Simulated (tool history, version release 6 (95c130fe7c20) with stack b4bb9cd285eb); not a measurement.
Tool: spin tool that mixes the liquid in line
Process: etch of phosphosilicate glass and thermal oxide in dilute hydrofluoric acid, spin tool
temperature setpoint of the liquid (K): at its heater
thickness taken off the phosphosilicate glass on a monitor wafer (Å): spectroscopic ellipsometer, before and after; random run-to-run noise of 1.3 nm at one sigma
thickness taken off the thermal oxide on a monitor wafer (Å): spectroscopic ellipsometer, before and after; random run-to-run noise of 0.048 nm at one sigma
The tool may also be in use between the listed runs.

| run | day | temperature setpoint of the liquid (K) | parts of water to one part of 49 % hydrofluoric acid (parts by volume) | time under the liquid (s) | thickness taken off the phosphosilicate glass on a monitor wafer (Å) | thickness taken off the thermal oxide on a monitor wafer (Å) |
|---|---|---|---|---|---|---|
| 1 | 0 | 298.15 | 40 | 30 | 910.2 | 40.711 |
| 2 | 0.242 | 300.65 | 40 | 30 | 1006 | 45.118 |
| 3 | 0.275 | 302.15 | 40 | 30 | 1077.5 | 47.875 |
| 4 | 0.604 | 299.65 | 40 | 30 | 978.9 | 43.411 |
| 5 | 0.675 | 301.65 | 40 | 30 | 1050.8 | 47.081 |
| 6 | 0.721 | 304.65 | 40 | 30 | 1181.8 | 53.121 |
| 7 | 0.904 | 305.15 | 40 | 30 | 1198.5 | 53.872 |
| 8 | 1.133 | 305.65 | 40 | 30 | 1243.5 | 55.648 |
| 9 | 1.5 | 306.15 | 35 | 30 | 1430.7 | 65.116 |

Run 10 is up next; what results do you expect?
| 10 | 1.867 | 305.65 | 35 | 30 | ? | ? |

thickness taken off the phosphosilicate glass on a monitor wafer (Å): 1397.9
thickness taken off the thermal oxide on a monitor wafer (Å): 64.452
